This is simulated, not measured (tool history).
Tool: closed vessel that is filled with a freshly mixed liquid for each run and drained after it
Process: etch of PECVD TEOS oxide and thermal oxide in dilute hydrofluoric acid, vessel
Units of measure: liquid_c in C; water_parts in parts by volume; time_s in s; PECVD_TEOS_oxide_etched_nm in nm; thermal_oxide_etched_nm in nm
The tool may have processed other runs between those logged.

run  hour  liquid_c  water_parts  time_s  PECVD_TEOS_oxide_etched_nm  thermal_oxide_etched_nm
  1     0        25          245    1000                      33.647                   17.612
  2   7.6      27.5          230    1000                      39.643                   20.668
  3  17.2      27.5          295    1000                      28.891                   15.018
  4  25.1      29.5          260    1000                      36.067                   18.997
  5    32      30.5          235    1000                      42.585                   22.291
  6  39.4      31.5          220    1000                      47.754                   25.083

What will run 7 give?
  7  46.8        32          210    1000                           ?                        ?

{"run 7": {"PECVD_TEOS_oxide_etched_nm": 51.765, "thermal_oxide_etched_nm": 27.107}}
